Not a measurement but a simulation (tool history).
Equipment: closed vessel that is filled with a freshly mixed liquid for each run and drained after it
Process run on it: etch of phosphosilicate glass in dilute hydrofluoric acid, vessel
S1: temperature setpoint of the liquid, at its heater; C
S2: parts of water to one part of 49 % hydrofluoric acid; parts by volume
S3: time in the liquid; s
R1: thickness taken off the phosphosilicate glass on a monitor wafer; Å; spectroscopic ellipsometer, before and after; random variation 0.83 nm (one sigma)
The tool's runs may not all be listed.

| run | hour | S1 | S2 | S3 | R1 |
|---|---|---|---|---|---|
| 1 | 0 | 25 | 75 | 30 | 483.7 |
| 2 | 7.8 | 25 | 65 | 30 | 562.04 |
| 3 | 13.3 | 25 | 65 | 30 | 562.25 |
| 4 | 15.9 | 25 | 85 | 30 | 418.86 |
| 5 | 17.4 | 26 | 80 | 30 | 473.06 |
| 6 | 20.8 | 26 | 80 | 30 | 472.87 |
| 7 | 22.8 | 26 | 80 | 30 | 467.62 |
| 8 | 28.9 | 27 | 75 | 30 | 512.11 |

Run 9 comes next. What will it give?
| 9 | 30.4 | 31 | 45 | 30 | ? |

{"run 9": {"R1": 1067.3}}
